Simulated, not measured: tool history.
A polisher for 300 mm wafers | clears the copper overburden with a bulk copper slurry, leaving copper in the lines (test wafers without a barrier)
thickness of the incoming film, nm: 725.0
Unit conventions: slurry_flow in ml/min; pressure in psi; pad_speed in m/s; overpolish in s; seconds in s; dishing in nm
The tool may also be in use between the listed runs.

Run 1, hour 0.0: slurry_flow 285 ml/min, pressure 1.7 psi, pad_speed 1.12 m/s, slurry_solids 1.0, overpolish 19 s. Result: seconds 136.570 s, dishing 50.296 nm.
Run 2, hour 7.9: slurry_flow 285 ml/min, pressure 1.7 psi, pad_speed 1.12 m/s, slurry_solids 1.0, overpolish 24 s. Result: seconds 134.610 s, dishing 60.941 nm.
Run 3, hour 8.4: slurry_flow 285 ml/min, pressure 1.9 psi, pad_speed 1.14 m/s, slurry_solids 1.0, overpolish 23 s. Result: seconds 119.570 s, dishing 63.002 nm.
Run 4, hour 10.1: slurry_flow 285 ml/min, pressure 2.1 psi, pad_speed 1.16 m/s, slurry_solids 1.0, overpolish 23 s. Result: seconds 104.520 s, dishing 66.831 nm.
Run 5, hour 11.1: slurry_flow 285 ml/min, pressure 2.2 psi, pad_speed 1.18 m/s, slurry_solids 1.0, overpolish 23 s. Result: seconds 101.540 s, dishing 73.046 nm.
Run 6, hour 12.5: slurry_flow 285 ml/min, pressure 2.3 psi, pad_speed 1.20 m/s, slurry_solids 1.0, overpolish 22 s. Result: seconds 95.468 s, dishing 73.652 nm.

Run 7 is up next; what results do you expect?
Run 7, hour 15.6: slurry_flow 285 ml/min, pressure 2.4 psi, pad_speed 1.22 m/s, slurry_solids 1.0, overpolish 21 s. Result: seconds ?, dishing ?.

seconds: 91.290 s
dishing: 75.287 nm

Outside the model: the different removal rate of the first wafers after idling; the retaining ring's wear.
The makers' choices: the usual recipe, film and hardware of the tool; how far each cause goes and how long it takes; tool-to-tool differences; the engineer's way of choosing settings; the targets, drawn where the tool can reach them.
